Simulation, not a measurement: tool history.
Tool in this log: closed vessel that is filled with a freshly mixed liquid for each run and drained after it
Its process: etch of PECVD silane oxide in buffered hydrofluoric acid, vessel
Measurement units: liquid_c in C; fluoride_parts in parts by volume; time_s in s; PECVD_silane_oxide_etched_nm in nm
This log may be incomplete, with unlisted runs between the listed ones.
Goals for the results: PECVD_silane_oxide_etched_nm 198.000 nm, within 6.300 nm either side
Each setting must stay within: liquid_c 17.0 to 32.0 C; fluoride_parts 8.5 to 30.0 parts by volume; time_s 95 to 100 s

| run | day | liquid_c | fluoride_parts | time_s | PECVD_silane_oxide_etched_nm |
|---|---|---|---|---|---|
| 1 | 0.000 | 25.0 | 23.0 | 95 | 110.660 |
| 2 | 0.196 | 22.0 | 23.0 | 95 | 92.644 |
| 3 | 0.433 | 24.5 | 21.5 | 95 | 114.630 |
| 4 | 0.488 | 26.5 | 21.0 | 95 | 125.950 |
| 5 | 0.842 | 26.5 | 16.5 | 95 | 159.820 |
| 6 | 0.867 | 28.5 | 16.5 | 95 | 177.840 |
| 7 | 1.162 | 29.0 | 16.5 | 95 | 181.650 |
| 8 | 1.475 | 29.5 | 16.5 | 95 | 186.460 |

Next run, 5 choices. One meets every target within its allowed miss, the rest don't. Which?
| A | 1.788 | 30.5 | 18.5 | 95 | ? |
| B | 1.788 | 30.0 | 19.5 | 100 | ? |
| C | 1.788 | 30.0 | 20.0 | 100 | ? |
| D | 1.788 | 28.5 | 15.5 | 100 | ? |
| E | 1.788 | 28.0 | 16.5 | 95 | ? |

| move | PECVD_silane_oxide_etched_nm |
|---|---|
| A | 177.480 |
| B | 172.790 |
| C | 168.550 |
| D | 199.990 |
| E | 173.990 |
A: further off than the last run
B: further off than the last run
C: further off than the last run
D: each result inside its tolerance
E: further off than the last run
Answer: D

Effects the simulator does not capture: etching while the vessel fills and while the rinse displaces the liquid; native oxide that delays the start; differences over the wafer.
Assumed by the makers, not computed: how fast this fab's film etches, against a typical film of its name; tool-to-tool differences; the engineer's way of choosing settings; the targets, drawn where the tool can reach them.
